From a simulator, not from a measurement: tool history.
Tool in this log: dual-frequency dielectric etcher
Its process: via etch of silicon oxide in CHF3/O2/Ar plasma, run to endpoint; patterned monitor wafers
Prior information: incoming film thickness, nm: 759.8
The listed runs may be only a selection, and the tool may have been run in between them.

| run | hour | source power (W) | bias power (W) | endpoint time (s) |
|---|---|---|---|---|
| 1 | 0 | 490 | 159 | 428.07 |
| 2 | 8.8 | 450 | 151 | 449.05 |
| 3 | 17.9 | 370 | 151 | 480.52 |
| 4 | 26.6 | 370 | 176 | 452.47 |
| 5 | 34 | 370 | 189 | 438.81 |
| 6 | 37.2 | 370 | 218 | 412.83 |
| 7 | 39.2 | 350 | 198 | 444.05 |

For run 8, what comes out?
| 8 | 46.1 | 340 | 186 | ? |

Run 8 came out at endpoint time (s) 461.23.

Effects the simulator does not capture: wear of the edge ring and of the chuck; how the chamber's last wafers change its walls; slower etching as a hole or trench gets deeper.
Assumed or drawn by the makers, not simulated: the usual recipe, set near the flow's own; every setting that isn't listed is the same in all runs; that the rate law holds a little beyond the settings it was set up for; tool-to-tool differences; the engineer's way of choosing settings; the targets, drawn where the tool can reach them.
